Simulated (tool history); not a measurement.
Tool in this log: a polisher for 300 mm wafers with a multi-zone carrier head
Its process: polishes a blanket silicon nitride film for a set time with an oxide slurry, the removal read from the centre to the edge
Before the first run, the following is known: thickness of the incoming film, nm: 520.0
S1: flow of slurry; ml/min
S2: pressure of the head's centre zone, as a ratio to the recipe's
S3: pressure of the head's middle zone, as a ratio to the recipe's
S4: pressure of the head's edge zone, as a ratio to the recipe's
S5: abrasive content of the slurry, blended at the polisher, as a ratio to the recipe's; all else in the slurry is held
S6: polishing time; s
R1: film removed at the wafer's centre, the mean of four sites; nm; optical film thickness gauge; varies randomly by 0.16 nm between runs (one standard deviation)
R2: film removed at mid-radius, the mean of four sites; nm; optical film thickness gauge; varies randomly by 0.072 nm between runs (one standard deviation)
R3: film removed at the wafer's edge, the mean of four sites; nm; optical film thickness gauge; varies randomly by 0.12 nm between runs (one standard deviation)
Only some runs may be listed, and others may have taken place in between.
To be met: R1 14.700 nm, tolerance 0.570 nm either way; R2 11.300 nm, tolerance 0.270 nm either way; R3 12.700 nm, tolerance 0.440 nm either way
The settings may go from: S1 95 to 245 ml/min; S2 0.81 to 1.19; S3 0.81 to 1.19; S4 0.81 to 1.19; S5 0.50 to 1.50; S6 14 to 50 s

{"run": 1, "day": 0.0, "S1": 155, "S2": 1.0, "S3": 1.0, "S4": 1.0, "S5": 1.0, "S6": 32, "R1": 18.161, "R2": 18.078, "R3": 17.467}
{"run": 2, "day": 0.104, "S1": 190, "S2": 1.0, "S3": 1.0, "S4": 1.0, "S5": 1.0, "S6": 32, "R1": 18.157, "R2": 18.518, "R3": 18.194}
{"run": 3, "day": 0.204, "S1": 190, "S2": 1.0, "S3": 1.0, "S4": 1.0, "S5": 0.85, "S6": 32, "R1": 16.723, "R2": 17.313, "R3": 16.773}
{"run": 4, "day": 0.488, "S1": 175, "S2": 1.03, "S3": 0.96, "S4": 1.0, "S5": 0.75, "S6": 32, "R1": 16.525, "R2": 15.418, "R3": 15.415}
{"run": 5, "day": 0.708, "S1": 175, "S2": 0.96, "S3": 0.96, "S4": 1.0, "S5": 0.75, "S6": 32, "R1": 15.468, "R2": 15.394, "R3": 15.419}
{"run": 6, "day": 1.017, "S1": 165, "S2": 0.97, "S3": 0.93, "S4": 1.0, "S5": 0.7, "S6": 32, "R1": 14.816, "R2": 14.463, "R3": 15.259}
{"run": 7, "day": 1.375, "S1": 155, "S2": 1.0, "S3": 0.9, "S4": 0.97, "S5": 0.65, "S6": 32, "R1": 14.518, "R2": 13.244, "R3": 14.155}
{"run": 8, "day": 1.467, "S1": 145, "S2": 1.02, "S3": 0.88, "S4": 0.95, "S5": 0.65, "S6": 32, "R1": 14.474, "R2": 12.99, "R3": 14.084}
{"run": 9, "day": 1.671, "S1": 140, "S2": 1.05, "S3": 0.86, "S4": 0.93, "S5": 0.65, "S6": 32, "R1": 14.7, "R2": 12.595, "R3": 13.959}
{"run": 10, "day": 1.738, "S1": 135, "S2": 1.07, "S3": 0.85, "S4": 0.91, "S5": 0.65, "S6": 32, "R1": 15.031, "R2": 12.459, "R3": 13.647}
{"run": 11, "day": 1.846, "S1": 135, "S2": 1.07, "S3": 0.85, "S4": 0.91, "S5": 0.65, "S6": 32, "R1": 15.179, "R2": 12.608, "R3": 13.757}
{"run": 12, "day": 2.167, "S1": 130, "S2": 1.08, "S3": 0.84, "S4": 0.9, "S5": 0.65, "S6": 32, "R1": 15.529, "R2": 12.26, "R3": 13.354}
{"run": 13, "day": 2.388, "S1": 125, "S2": 1.08, "S3": 0.83, "S4": 0.9, "S5": 0.65, "S6": 32, "R1": 14.84, "R2": 12.095, "R3": 13.582}
{"run": 14, "day": 2.496, "S1": 110, "S2": 1.15, "S3": 0.81, "S4": 0.83, "S5": 0.55, "S6": 32, "R1": 14.056, "R2": 10.542, "R3": 11.998}
{"run": 15, "day": 2.638, "S1": 115, "S2": 1.14, "S3": 0.81, "S4": 0.84, "S5": 0.55, "S6": 32, "R1": 14.139, "R2": 10.604, "R3": 11.656}
{"run": 16, "day": 2.858, "S1": 120, "S2": 1.13, "S3": 0.81, "S4": 0.86, "S5": 0.55, "S6": 32, "R1": 14.211, "R2": 10.792, "R3": 12.082}
{"run": 17, "day": 3.083, "S1": 125, "S2": 1.13, "S3": 0.81, "S4": 0.87, "S5": 0.55, "S6": 32, "R1": 14.502, "R2": 10.755, "R3": 12.32}
{"run": 18, "day": 3.175, "S1": 130, "S2": 1.12, "S3": 0.81, "S4": 0.87, "S5": 0.55, "S6": 32, "R1": 14.164, "R2": 10.985, "R3": 12.138}
{"run": 19, "day": 3.212, "S1": 130, "S2": 1.12, "S3": 0.81, "S4": 0.88, "S5": 0.55, "S6": 32, "R1": 14.297, "R2": 10.823, "R3": 12.048}

Exactly one of the 5 candidate moves below puts every result within its allowed miss. Which one?
{"run": "A", "day": 3.25, "S1": 140, "S2": 1.09, "S3": 0.84, "S4": 0.87, "S5": 0.6, "S6": 32, "R1": "?", "R2": "?", "R3": "?"}
{"run": "B", "day": 3.25, "S1": 115, "S2": 1.04, "S3": 0.81, "S4": 0.93, "S5": 0.6, "S6": 34, "R1": "?", "R2": "?", "R3": "?"}
{"run": "C", "day": 3.25, "S1": 160, "S2": 1.11, "S3": 0.82, "S4": 0.91, "S5": 0.75, "S6": 27, "R1": "?", "R2": "?", "R3": "?"}
{"run": "D", "day": 3.25, "S1": 150, "S2": 1.12, "S3": 0.81, "S4": 0.91, "S5": 0.65, "S6": 32, "R1": "?", "R2": "?", "R3": "?"}
{"run": "E", "day": 3.25, "S1": 190, "S2": 1.15, "S3": 0.83, "S4": 0.82, "S5": 0.8, "S6": 27, "R1": "?", "R2": "?", "R3": "?"}

move=A R1=14.638 R2=11.806 R3=13.035
move=B R1=14.324 R2=11.789 R3=13.895
move=C R1=14.454 R2=11.202 R3=12.768
move=D R1=15.874 R2=12.091 R3=13.959
move=E R1=15.860 R2=11.960 R3=12.891
A: moves the result that the last run missed by most past its target, out the other side
B: moves the result that the last run missed by most past its target, out the other side
C: every result lands within tolerance
D: moves the result that the last run missed by most past its target, out the other side
E: moves the result that the last run missed by most past its target, out the other side
Correct choice: C, which meets every target
